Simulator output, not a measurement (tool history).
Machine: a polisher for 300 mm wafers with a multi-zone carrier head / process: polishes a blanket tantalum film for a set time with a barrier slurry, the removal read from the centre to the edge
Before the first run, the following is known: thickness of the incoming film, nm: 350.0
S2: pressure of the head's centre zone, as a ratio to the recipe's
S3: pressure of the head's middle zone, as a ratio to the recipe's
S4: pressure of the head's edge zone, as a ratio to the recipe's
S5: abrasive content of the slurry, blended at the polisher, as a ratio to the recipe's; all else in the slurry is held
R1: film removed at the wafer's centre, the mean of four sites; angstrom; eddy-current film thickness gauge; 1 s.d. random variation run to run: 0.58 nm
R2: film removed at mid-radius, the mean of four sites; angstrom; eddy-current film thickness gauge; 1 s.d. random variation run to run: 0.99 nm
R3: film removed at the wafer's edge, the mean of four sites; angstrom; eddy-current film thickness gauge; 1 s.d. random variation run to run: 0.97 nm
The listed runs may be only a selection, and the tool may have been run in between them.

run 1 hour=0 | flow_of_slurry_(ml/min)=245 S2=1 S3=1 S4=1 S5=1 polishing_time_(s)=81 | R1=1077 R2=1068.8 R3=1119.9
run 2 hour=3.8 | flow_of_slurry_(ml/min)=245 S2=0.95 S3=1 S4=1 S5=1 polishing_time_(s)=81 | R1=1033.7 R2=1076 R3=1089
run 3 hour=6.1 | flow_of_slurry_(ml/min)=240 S2=0.96 S3=0.95 S4=0.96 S5=0.85 polishing_time_(s)=79 | R1=932.17 R2=950.32 R3=991.34
run 4 hour=10 | flow_of_slurry_(ml/min)=240 S2=1 S3=0.91 S4=0.92 S5=0.75 polishing_time_(s)=78 | R1=911.21 R2=844.91 R3=891.25
run 5 hour=14.3 | flow_of_slurry_(ml/min)=240 S2=1 S3=0.91 S4=0.92 S5=0.55 polishing_time_(s)=78 | R1=750.03 R2=698.53 R3=730.11
run 6 hour=19.2 | flow_of_slurry_(ml/min)=240 S2=1 S3=0.91 S4=0.92 S5=0.5 polishing_time_(s)=78 | R1=689.08 R2=642.13 R3=683.9

For run 7, what comes out?
run 7 hour=25.5 | flow_of_slurry_(ml/min)=290 S2=1.1 S3=0.93 S4=1.02 S5=0.6 polishing_time_(s)=79 | R1=? R2=? R3=?

R1: 905.15 angstrom
R2: 774.56 angstrom
R3: 835.39 angstrom
